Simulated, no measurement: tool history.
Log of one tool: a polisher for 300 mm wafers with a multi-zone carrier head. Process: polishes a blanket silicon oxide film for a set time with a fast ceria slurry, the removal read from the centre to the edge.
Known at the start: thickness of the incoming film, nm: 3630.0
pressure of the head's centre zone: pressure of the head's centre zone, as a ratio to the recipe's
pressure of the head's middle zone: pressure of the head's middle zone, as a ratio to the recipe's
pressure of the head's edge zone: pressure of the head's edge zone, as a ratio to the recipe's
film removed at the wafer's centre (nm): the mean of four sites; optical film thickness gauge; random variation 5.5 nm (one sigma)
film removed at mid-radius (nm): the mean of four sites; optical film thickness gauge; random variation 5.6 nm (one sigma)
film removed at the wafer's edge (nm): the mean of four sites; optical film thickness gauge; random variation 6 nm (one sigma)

| run | hour | flow of slurry (ml/min) | pressure of the head's centre zone | pressure of the head's middle zone | pressure of the head's edge zone | polishing time (s) | film removed at the wafer's centre (nm) | film removed at mid-radius (nm) | film removed at the wafer's edge (nm) |
|---|---|---|---|---|---|---|---|---|---|
| 1 | 0.0 | 160 | 1.00 | 1.00 | 1.00 | 55 | 713.42 | 721.99 | 701.65 |
| 2 | 5.4 | 155 | 0.97 | 0.99 | 0.97 | 49 | 615.13 | 636.70 | 632.84 |
| 3 | 10.7 | 135 | 0.97 | 0.99 | 0.97 | 49 | 595.36 | 634.70 | 600.03 |
| 4 | 17.3 | 135 | 0.97 | 1.08 | 0.97 | 49 | 605.60 | 663.05 | 616.57 |
| 5 | 26.2 | 130 | 0.96 | 1.05 | 0.96 | 45 | 530.64 | 584.50 | 543.14 |
| 6 | 33.3 | 130 | 0.96 | 1.05 | 0.92 | 45 | 542.71 | 589.48 | 541.54 |

Run 7 comes next. What will it give?
| 7 | 41.3 | 125 | 0.94 | 1.02 | 0.91 | 43 | ? | ? | ? |

Run 7 gave film removed at the wafer's centre (nm) 497.33, film removed at mid-radius (nm) 556.00, film removed at the wafer's edge (nm) 519.66.
